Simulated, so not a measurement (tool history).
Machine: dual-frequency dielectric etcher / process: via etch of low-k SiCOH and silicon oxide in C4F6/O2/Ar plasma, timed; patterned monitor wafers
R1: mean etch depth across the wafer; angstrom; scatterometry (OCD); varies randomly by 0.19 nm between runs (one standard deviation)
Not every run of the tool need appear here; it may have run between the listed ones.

Run 1, hour 0.0: source power (W) 300, bias power (W) 188, etch time (s) 27.0. Result: R1 601.32 angstrom.
Run 2, hour 8.1: source power (W) 320, bias power (W) 192, etch time (s) 27.0. Result: R1 621.93 angstrom.
Run 3, hour 11.4: source power (W) 340, bias power (W) 195, etch time (s) 27.0. Result: R1 641.87 angstrom.
Run 4, hour 12.9: source power (W) 350, bias power (W) 197, etch time (s) 27.0. Result: R1 651.13 angstrom.
Run 5, hour 16.6: source power (W) 360, bias power (W) 198, etch time (s) 27.0. Result: R1 658.56 angstrom.
Run 6, hour 24.1: source power (W) 360, bias power (W) 176, etch time (s) 27.0. Result: R1 621.78 angstrom.
Run 7, hour 28.6: source power (W) 370, bias power (W) 180, etch time (s) 27.0. Result: R1 632.19 angstrom.

Run 8 has not been measured yet. What should we expect?
Run 8, hour 32.9: source power (W) 380, bias power (W) 183, etch time (s) 27.0. Result: R1 ?.

Run 8 came out at R1 641.75 angstrom.
